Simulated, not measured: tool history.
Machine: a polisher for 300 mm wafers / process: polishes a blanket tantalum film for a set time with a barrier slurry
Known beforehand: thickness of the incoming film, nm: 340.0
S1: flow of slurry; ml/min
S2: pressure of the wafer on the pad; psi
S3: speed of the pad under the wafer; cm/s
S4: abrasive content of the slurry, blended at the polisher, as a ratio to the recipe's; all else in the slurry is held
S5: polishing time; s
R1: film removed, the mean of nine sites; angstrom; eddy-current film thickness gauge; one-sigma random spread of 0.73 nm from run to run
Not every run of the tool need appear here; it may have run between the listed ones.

run,day,S1,S2,S3,S4,S5,R1
1,0,145,1.3,124,1,88,1265.1
2,0.133,145,1.3,124,1,92,1321.2
3,0.279,145,1.3,124,1,88,1256.2
4,0.396,135,1.2,124,1,88,1138.2
5,0.488,125,1.2,124,1,88,1127.3
6,0.696,125,1.2,124,1,92,1170.4

Run 7 is up next; what results do you expect?
7,0.796,115,1.2,124,1,92,?

For run 7 the tool returned R1 1127.7 angstrom.

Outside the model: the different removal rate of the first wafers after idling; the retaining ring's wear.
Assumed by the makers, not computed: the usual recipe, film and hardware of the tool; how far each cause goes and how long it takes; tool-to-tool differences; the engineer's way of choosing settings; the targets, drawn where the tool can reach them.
